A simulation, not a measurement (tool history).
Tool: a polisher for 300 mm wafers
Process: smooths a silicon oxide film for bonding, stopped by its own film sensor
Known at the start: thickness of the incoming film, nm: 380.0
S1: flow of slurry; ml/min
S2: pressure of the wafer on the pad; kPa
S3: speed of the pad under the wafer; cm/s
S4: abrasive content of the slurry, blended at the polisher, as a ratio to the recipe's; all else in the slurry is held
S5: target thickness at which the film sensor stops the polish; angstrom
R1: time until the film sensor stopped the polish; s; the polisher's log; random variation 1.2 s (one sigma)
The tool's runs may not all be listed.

Run 1, hour 0: S1 190 ml/min, S2 14.5 kPa, S3 78 cm/s, S4 1, S5 2970 angstrom. Result: R1 165.84 s.
Run 2, hour 3.7: S1 190 ml/min, S2 14.5 kPa, S3 78 cm/s, S4 1, S5 2970 angstrom. Result: R1 170.62 s.
Run 3, hour 11.1: S1 190 ml/min, S2 15.9 kPa, S3 78 cm/s, S4 1, S5 2970 angstrom. Result: R1 155.28 s.
Run 4, hour 19.2: S1 165 ml/min, S2 15.9 kPa, S3 78 cm/s, S4 1, S5 2970 angstrom. Result: R1 161.33 s.
Run 5, hour 23.8: S1 165 ml/min, S2 13.1 kPa, S3 78 cm/s, S4 1, S5 2970 angstrom. Result: R1 191.66 s.
Run 6, hour 32.4: S1 165 ml/min, S2 15.2 kPa, S3 78 cm/s, S4 1, S5 2970 angstrom. Result: R1 164.42 s.

Run 7 has not been measured yet. What should we expect?
Run 7, hour 41.1: S1 165 ml/min, S2 16.5 kPa, S3 80 cm/s, S4 1, S5 2970 angstrom. Result: R1 ?.

R1: 151 s
